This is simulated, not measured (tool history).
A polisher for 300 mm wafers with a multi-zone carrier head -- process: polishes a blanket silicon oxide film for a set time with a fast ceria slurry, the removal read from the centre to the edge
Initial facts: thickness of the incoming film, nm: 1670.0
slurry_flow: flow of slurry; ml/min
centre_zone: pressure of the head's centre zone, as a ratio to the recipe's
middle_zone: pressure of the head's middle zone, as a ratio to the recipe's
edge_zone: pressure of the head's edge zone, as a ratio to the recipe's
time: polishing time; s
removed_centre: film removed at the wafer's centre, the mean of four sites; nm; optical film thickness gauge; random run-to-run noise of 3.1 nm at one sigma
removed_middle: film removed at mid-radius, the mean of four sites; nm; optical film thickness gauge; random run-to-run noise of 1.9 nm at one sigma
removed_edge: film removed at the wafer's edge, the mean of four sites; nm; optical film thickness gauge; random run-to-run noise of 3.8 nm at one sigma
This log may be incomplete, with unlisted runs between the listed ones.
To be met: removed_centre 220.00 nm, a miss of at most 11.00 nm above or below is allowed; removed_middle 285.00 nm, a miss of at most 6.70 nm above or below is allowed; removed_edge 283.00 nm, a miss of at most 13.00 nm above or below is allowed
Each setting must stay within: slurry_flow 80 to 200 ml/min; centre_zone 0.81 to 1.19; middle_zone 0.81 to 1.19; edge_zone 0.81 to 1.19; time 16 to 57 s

| run | hour | slurry_flow | centre_zone | middle_zone | edge_zone | time | removed_centre | removed_middle | removed_edge |
|---|---|---|---|---|---|---|---|---|---|
| 1 | 0.0 | 130 | 1.00 | 1.00 | 1.00 | 36 | 541.94 | 537.42 | 529.91 |
| 2 | 6.1 | 115 | 0.94 | 1.00 | 1.00 | 29 | 401.46 | 409.18 | 422.62 |
| 3 | 8.7 | 105 | 0.90 | 1.06 | 1.02 | 25 | 313.80 | 361.97 | 360.25 |
| 4 | 12.0 | 105 | 0.94 | 1.06 | 1.02 | 25 | 326.52 | 367.73 | 351.65 |
| 5 | 17.6 | 105 | 0.94 | 1.06 | 0.99 | 25 | 329.11 | 366.44 | 351.72 |
| 6 | 21.6 | 95 | 0.90 | 1.07 | 1.00 | 23 | 274.12 | 324.43 | 321.20 |
| 7 | 25.3 | 95 | 0.90 | 1.07 | 1.00 | 23 | 274.71 | 327.09 | 320.14 |
| 8 | 31.9 | 80 | 0.81 | 1.05 | 0.98 | 19 | 187.48 | 244.14 | 246.83 |
| 9 | 36.1 | 95 | 0.81 | 1.06 | 1.00 | 19 | 206.63 | 266.14 | 262.30 |
| 10 | 44.7 | 100 | 0.81 | 1.07 | 1.03 | 19 | 208.98 | 272.11 | 261.65 |

Below are 5 possible settings for the next run. Only one of them brings all results inside the allowed miss of their targets. Which is it?
| A | 53.3 | 120 | 0.81 | 1.13 | 1.07 | 19 | ? | ? | ? |
| B | 53.3 | 100 | 0.81 | 0.95 | 0.97 | 23 | ? | ? | ? |
| C | 53.3 | 80 | 0.81 | 1.03 | 0.92 | 22 | ? | ? | ? |
| D | 53.3 | 90 | 0.94 | 1.01 | 1.05 | 19 | ? | ? | ? |
| E | 53.3 | 80 | 0.83 | 0.98 | 1.04 | 21 | ? | ? | ? |

| move | removed_centre | removed_middle | removed_edge |
|---|---|---|---|
| A | 221.32 | 307.48 | 284.18 |
| B | 251.57 | 304.39 | 316.75 |
| C | 218.31 | 286.48 | 279.32 |
| D | 231.49 | 254.93 | 265.08 |
| E | 213.50 | 262.13 | 282.90 |
A: the result that was furthest off in the last run now lies on the other side of its target
B: the result that was furthest off in the last run now lies on the other side of its target
C: every result lands within tolerance
D: lands further from the targets than the last run did
E: lands further from the targets than the last run did
Move C is the one to make.

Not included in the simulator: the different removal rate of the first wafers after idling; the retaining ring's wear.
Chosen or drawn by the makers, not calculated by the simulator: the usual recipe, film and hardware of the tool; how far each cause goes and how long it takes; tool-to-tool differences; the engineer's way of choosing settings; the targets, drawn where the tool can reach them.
